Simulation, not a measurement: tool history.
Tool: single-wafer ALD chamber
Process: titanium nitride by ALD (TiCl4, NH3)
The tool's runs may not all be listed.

run	day	heater temperature setpoint (°C)	number of ALD cycles (cycles)	NH3 pulse time (s)	mean film thickness on the monitor wafer (nm)
1	0.000	375	82	1.52	1.7067
2	0.342	375	85	1.52	1.7864
3	0.475	370	85	1.52	1.7738
4	0.825	365	84	1.26	1.6951
5	1.025	370	84	1.26	1.7143
6	1.133	370	85	1.26	1.7389

Run 7 comes next. What will it give?
7	1.433	365	84	1.07	?

Run 7 gave mean film thickness on the monitor wafer (nm) 1.6339.

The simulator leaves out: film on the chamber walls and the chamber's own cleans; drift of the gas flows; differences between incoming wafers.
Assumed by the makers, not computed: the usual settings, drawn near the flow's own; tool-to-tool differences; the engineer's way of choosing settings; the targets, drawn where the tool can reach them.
